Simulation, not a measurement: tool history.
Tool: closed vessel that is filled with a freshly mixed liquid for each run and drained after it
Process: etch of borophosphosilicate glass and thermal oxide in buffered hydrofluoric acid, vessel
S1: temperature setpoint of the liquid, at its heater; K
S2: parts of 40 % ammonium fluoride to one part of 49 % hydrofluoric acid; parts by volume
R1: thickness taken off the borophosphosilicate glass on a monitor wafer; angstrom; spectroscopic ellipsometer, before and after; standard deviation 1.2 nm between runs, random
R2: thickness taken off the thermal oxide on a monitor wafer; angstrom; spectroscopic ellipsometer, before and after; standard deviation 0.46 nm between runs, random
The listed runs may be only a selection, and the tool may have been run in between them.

Run 1, hour 0: S1 294.15 K, S2 22.5 parts by volume, time in the liquid (s) 60. Result: R1 613.53 angstrom, R2 260.26 angstrom.
Run 2, hour 6: S1 295.65 K, S2 19.5 parts by volume, time in the liquid (s) 60. Result: R1 735.25 angstrom, R2 315.94 angstrom.
Run 3, hour 8.5: S1 296.65 K, S2 17 parts by volume, time in the liquid (s) 60. Result: R1 883.75 angstrom, R2 381.84 angstrom.
Run 4, hour 14.8: S1 296.65 K, S2 17 parts by volume, time in the liquid (s) 40. Result: R1 606.92 angstrom, R2 254.23 angstrom.
Run 5, hour 23: S1 299.15 K, S2 17 parts by volume, time in the liquid (s) 40. Result: R1 685.95 angstrom, R2 287.65 angstrom.
Run 6, hour 29.4: S1 299.65 K, S2 15 parts by volume, time in the liquid (s) 45. Result: R1 900.99 angstrom, R2 375.13 angstrom.
Run 7, hour 37.6: S1 302.15 K, S2 8 parts by volume, time in the liquid (s) 50. Result: R1 2008.4 angstrom, R2 865.29 angstrom.
Run 8, hour 41.3: S1 301.65 K, S2 8 parts by volume, time in the liquid (s) 50. Result: R1 2012.8 angstrom, R2 843.11 angstrom.
Run 9, hour 46.9: S1 298.65 K, S2 11 parts by volume, time in the liquid (s) 50. Result: R1 1258.8 angstrom, R2 540.11 angstrom.
Run 10, hour 49.7: S1 299.15 K, S2 11 parts by volume, time in the liquid (s) 50. Result: R1 1300.4 angstrom, R2 550.96 angstrom.
Run 11, hour 53.8: S1 299.65 K, S2 11 parts by volume, time in the liquid (s) 50. Result: R1 1342.2 angstrom, R2 571.57 angstrom.
Run 12, hour 61.5: S1 300.15 K, S2 11 parts by volume, time in the liquid (s) 50. Result: R1 1393.2 angstrom, R2 581.97 angstrom.

Run 13 has not been measured yet. What should we expect?
Run 13, hour 65.4: S1 300.65 K, S2 11 parts by volume, time in the liquid (s) 50. Result: R1 ?, R2 ?.

{"run 13": {"R1": 1407.1, "R2": 595.82}}

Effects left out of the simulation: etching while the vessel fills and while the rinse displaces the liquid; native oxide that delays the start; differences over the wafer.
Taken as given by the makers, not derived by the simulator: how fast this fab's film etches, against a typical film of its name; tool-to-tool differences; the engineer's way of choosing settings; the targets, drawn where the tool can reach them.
